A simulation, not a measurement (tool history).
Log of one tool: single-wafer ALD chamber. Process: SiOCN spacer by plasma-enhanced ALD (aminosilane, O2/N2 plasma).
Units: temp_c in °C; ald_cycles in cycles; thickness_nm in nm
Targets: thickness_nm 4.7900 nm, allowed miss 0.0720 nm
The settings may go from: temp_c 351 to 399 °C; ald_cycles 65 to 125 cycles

run,hour,temp_c,ald_cycles,thickness_nm
1,0.0,375,95,6.2102
2,6.8,381,95,6.2334
3,13.0,389,95,6.1699
4,19.3,389,92,6.0225
5,26.3,389,98,6.4461
6,33.4,389,95,6.2282
7,40.3,389,92,6.0576
8,49.0,389,89,5.8446
9,55.5,389,86,5.6521
10,62.3,389,84,5.5189
11,65.0,389,82,5.4075
12,70.2,389,81,5.3134
13,71.1,389,80,5.2731
14,72.7,389,79,5.2037
15,80.4,389,78,5.1706
16,84.4,389,77,5.0617
17,93.6,389,76,4.9794

Which of these 5 next moves meets every target?
A,102.8,396,71,?
B,102.8,385,71,?
C,102.8,389,71,?
D,102.8,386,70,?
E,102.8,399,73,?

move,thickness_nm
A,4.6451
B,4.6451
C,4.6451
D,4.5797
E,4.7759
A: takes the result that was furthest off past its target
B: takes the result that was furthest off past its target
C: takes the result that was furthest off past its target
D: takes the result that was furthest off past its target
E: meets every target
The right move is E.
